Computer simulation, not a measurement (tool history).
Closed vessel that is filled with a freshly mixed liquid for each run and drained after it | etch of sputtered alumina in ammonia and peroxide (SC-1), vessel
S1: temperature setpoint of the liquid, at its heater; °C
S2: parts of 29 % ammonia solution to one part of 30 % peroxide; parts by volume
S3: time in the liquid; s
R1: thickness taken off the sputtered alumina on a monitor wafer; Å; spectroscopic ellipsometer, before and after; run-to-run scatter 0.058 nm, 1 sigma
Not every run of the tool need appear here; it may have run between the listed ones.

{"run": 1, "hour": 0.0, "S1": 60, "S2": 0.85, "S3": 480, "R1": 285.53}
{"run": 2, "hour": 8.0, "S1": 64, "S2": 0.85, "S3": 480, "R1": 347.84}
{"run": 3, "hour": 13.3, "S1": 59.5, "S2": 0.85, "S3": 480, "R1": 277.32}
{"run": 4, "hour": 16.8, "S1": 59.5, "S2": 0.85, "S3": 520, "R1": 300.45}
{"run": 5, "hour": 23.3, "S1": 65.5, "S2": 0.85, "S3": 520, "R1": 405.45}
{"run": 6, "hour": 31.9, "S1": 65.5, "S2": 0.95, "S3": 520, "R1": 411.71}
{"run": 7, "hour": 35.4, "S1": 57.5, "S2": 0.9, "S3": 520, "R1": 272.7}
{"run": 8, "hour": 43.1, "S1": 54.5, "S2": 0.9, "S3": 520, "R1": 232.56}
{"run": 9, "hour": 52.0, "S1": 52.5, "S2": 0.9, "S3": 520, "R1": 207.68}

Run 10 is up next; what results do you expect?
{"run": 10, "hour": 59.1, "S1": 51.5, "S2": 0.9, "S3": 520, "R1": "?"}

{"run 10": {"R1": 197.51}}
